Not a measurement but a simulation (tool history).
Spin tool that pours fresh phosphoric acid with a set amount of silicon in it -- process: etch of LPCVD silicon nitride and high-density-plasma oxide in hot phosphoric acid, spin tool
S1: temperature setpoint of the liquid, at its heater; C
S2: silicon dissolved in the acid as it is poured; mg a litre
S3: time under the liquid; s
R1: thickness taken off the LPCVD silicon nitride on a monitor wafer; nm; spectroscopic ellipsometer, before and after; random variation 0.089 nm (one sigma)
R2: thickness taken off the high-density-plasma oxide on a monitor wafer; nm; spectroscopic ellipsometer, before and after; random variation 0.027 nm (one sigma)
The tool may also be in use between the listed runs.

run	day	S1	S2	S3	R1	R2
1	0.000	160.0	14.5	180	17.833	0.74677
2	0.112	160.0	19.5	180	17.850	0.57336
3	0.379	160.0	23.5	180	18.171	0.55664
4	0.612	159.5	20.5	170	16.381	0.60491
5	0.742	160.5	20.5	170	17.119	0.62637
6	0.996	160.0	19.0	160	15.866	0.55867
7	1.242	159.5	17.0	155	15.023	0.60856
8	1.483	159.0	17.0	150	14.532	0.50508
9	1.604	159.0	17.0	150	14.514	0.54559
10	1.879	158.5	15.5	145	13.685	0.51040
11	1.971	158.5	14.0	140	13.235	0.47376
12	2.067	158.5	11.5	135	12.834	0.56861
13	2.354	157.0	9.5	120	10.794	0.42033

Predict the results of run 14:
14	2.388	157.0	9.0	120	?	?

{"run 14": {"R1": 10.696, "R2": 0.41356}}

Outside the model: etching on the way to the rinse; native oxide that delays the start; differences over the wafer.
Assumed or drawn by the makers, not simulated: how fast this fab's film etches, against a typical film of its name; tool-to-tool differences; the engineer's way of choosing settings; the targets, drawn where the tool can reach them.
